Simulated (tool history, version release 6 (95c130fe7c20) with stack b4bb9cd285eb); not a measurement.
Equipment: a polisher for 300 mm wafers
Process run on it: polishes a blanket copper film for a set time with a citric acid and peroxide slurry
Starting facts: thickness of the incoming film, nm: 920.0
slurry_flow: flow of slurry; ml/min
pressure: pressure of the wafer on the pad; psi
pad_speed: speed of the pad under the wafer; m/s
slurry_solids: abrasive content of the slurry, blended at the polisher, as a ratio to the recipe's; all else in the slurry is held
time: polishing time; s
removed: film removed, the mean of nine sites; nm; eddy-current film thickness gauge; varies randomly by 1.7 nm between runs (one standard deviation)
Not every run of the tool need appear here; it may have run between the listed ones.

run  hour  slurry_flow  pressure  pad_speed  slurry_solids  time  removed
  1   0.0          250       4.1       1.28            1.0    59   274.32
  2   1.9          250       4.6       1.28            1.0    59   308.59
  3   6.7          250       3.9       1.18            1.0    59   242.77
  4  14.7          250       3.9       1.18            1.2    59   253.00
  5  21.5          250       3.3       1.08            1.2    59   209.28
  6  29.5          250       2.9       0.98            1.2    59   178.33
  7  31.2          250       2.6       0.92            1.2    59   152.40
  8  37.1          250       2.4       0.90            1.2    59   142.46

Run 9 has not been measured yet. What should we expect?
  9  39.9          250       2.3       0.90            1.2    59        ?

For run 9 the tool returned removed 136.37 nm.
